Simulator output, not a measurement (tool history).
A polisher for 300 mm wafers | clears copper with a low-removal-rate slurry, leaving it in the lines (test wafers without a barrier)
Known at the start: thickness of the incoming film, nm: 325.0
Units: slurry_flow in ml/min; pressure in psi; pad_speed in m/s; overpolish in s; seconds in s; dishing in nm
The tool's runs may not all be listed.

run	hour	slurry_flow	pressure	pad_speed	slurry_solids	overpolish	seconds	dishing
1	0.0	300	2.2	1.26	1.00	19	94.295	41.396
2	2.0	300	2.2	1.26	0.90	19	97.129	40.916
3	9.5	300	2.2	1.26	1.05	19	92.805	41.085
4	18.5	300	2.2	1.26	1.05	12	96.067	28.669
5	25.9	300	2.2	1.14	1.05	12	100.860	25.988
6	28.6	330	2.2	1.14	1.05	12	103.930	26.151
7	30.5	345	2.2	1.20	0.95	16	102.020	34.599
8	34.5	370	2.3	1.22	0.85	18	97.288	39.062

The next listed run, before its measurement:
9	39.5	385	2.3	1.18	0.95	27	?	?

seconds: 97.021 s
dishing: 54.111 nm
